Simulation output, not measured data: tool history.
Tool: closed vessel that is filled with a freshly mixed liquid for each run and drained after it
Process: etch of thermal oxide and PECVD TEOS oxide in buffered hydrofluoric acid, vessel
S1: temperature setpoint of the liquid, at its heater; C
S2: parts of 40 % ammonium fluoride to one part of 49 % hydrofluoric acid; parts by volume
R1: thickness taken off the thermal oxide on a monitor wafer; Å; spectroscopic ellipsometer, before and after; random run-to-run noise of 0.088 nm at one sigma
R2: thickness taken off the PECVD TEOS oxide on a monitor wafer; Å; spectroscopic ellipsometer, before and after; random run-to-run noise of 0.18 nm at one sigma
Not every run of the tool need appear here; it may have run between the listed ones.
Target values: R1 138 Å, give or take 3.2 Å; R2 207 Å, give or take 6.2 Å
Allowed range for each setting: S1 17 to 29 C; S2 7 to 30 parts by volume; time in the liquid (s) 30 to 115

{"run": 1, "hour": 0.0, "S1": 21, "S2": 20, "time in the liquid (s)": 60, "R1": 274.46, "R2": 412.18}
{"run": 2, "hour": 5.0, "S1": 19.5, "S2": 20, "time in the liquid (s)": 60, "R1": 250.37, "R2": 370.88}
{"run": 3, "hour": 5.8, "S1": 19.5, "S2": 24, "time in the liquid (s)": 60, "R1": 221.25, "R2": 331.86}
{"run": 4, "hour": 10.7, "S1": 19.5, "S2": 19.5, "time in the liquid (s)": 60, "R1": 255.81, "R2": 384.95}
{"run": 5, "hour": 18.1, "S1": 19.5, "S2": 15.5, "time in the liquid (s)": 60, "R1": 324.6, "R2": 476.93}
{"run": 6, "hour": 19.4, "S1": 19.5, "S2": 19, "time in the liquid (s)": 60, "R1": 265.63, "R2": 395.21}
{"run": 7, "hour": 23.0, "S1": 19, "S2": 20, "time in the liquid (s)": 60, "R1": 243.74, "R2": 366.91}
{"run": 8, "hour": 28.7, "S1": 19, "S2": 21, "time in the liquid (s)": 60, "R1": 235.83, "R2": 353.56}
{"run": 9, "hour": 37.9, "S1": 19, "S2": 22, "time in the liquid (s)": 60, "R1": 228.93, "R2": 344.18}
{"run": 10, "hour": 40.2, "S1": 19, "S2": 23, "time in the liquid (s)": 60, "R1": 219.62, "R2": 329.85}
{"hour": 48.3, "done": "thermometer replaced"}
{"run": 11, "hour": 48.3, "S1": 17, "S2": 29.5, "time in the liquid (s)": 55, "R1": 166.9, "R2": 252.09}
{"run": 12, "hour": 51.8, "S1": 17, "S2": 29.5, "time in the liquid (s)": 55, "R1": 167.51, "R2": 251.51}

Next run, 4 choices. One meets every target within its allowed miss, the rest don't. Which?
{"run": "A", "hour": 55.3, "S1": 17.5, "S2": 30, "time in the liquid (s)": 45, "R1": "?", "R2": "?"}
{"run": "B", "hour": 55.3, "S1": 17, "S2": 24, "time in the liquid (s)": 65, "R1": "?", "R2": "?"}
{"run": "C", "hour": 55.3, "S1": 17, "S2": 27.5, "time in the liquid (s)": 40, "R1": "?", "R2": "?"}
{"run": "D", "hour": 55.3, "S1": 17, "S2": 27, "time in the liquid (s)": 40, "R1": "?", "R2": "?"}

move=A R1=139.35 R2=206.4
move=B R1=228.3 R2=338.16
move=C R1=127.85 R2=189.36
move=D R1=129.48 R2=191.79
A: all results in spec
B: moves away from the targets compared with the last run
C: takes the result that was furthest off past its target
D: takes the result that was furthest off past its target
So the answer is move A, the one that meets all the targets.

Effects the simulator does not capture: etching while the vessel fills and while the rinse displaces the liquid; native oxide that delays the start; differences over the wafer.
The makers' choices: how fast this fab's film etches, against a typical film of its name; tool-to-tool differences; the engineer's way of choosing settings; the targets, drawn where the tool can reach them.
